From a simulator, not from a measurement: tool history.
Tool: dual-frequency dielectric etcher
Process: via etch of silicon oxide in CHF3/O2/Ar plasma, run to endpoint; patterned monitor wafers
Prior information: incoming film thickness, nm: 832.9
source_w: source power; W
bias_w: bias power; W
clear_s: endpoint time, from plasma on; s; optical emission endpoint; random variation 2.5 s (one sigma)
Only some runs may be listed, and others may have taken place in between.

{"run": 1, "day": 0.0, "source_w": 900, "bias_w": 189, "clear_s": 387.34}
{"run": 2, "day": 0.342, "source_w": 850, "bias_w": 181, "clear_s": 402.33}
{"run": 3, "day": 0.492, "source_w": 1000, "bias_w": 181, "clear_s": 382.98}
{"run": 4, "day": 0.825, "source_w": 1110, "bias_w": 181, "clear_s": 369.39}
{"run": 5, "day": 0.896, "source_w": 1110, "bias_w": 202, "clear_s": 356.43}
{"run": 6, "day": 1.133, "source_w": 1040, "bias_w": 202, "clear_s": 358.74}
{"run": 7, "day": 1.446, "source_w": 990, "bias_w": 189, "clear_s": 378.03}
{"run": 8, "day": 1.5, "source_w": 940, "bias_w": 177, "clear_s": 396.58}
{"run": 9, "day": 1.867, "source_w": 900, "bias_w": 169, "clear_s": 408.84}
{"run": 10, "day": 2.154, "source_w": 860, "bias_w": 162, "clear_s": 419.58}
{"run": 11, "day": 2.333, "source_w": 830, "bias_w": 156, "clear_s": 431.57}
{"run": 12, "day": 2.579, "source_w": 800, "bias_w": 152, "clear_s": 442.48}
{"run": 13, "day": 2.7, "source_w": 780, "bias_w": 149, "clear_s": 445.96}
{"day": 3.079, "done": "bias power generator calibrated"}
{"run": 14, "day": 3.079, "source_w": 600, "bias_w": 127, "clear_s": 517.93}

Estimate the outcome of run 15 from the log above:
{"run": 15, "day": 3.179, "source_w": 610, "bias_w": 128, "clear_s": "?"}

{"run 15": {"clear_s": 512.89}}
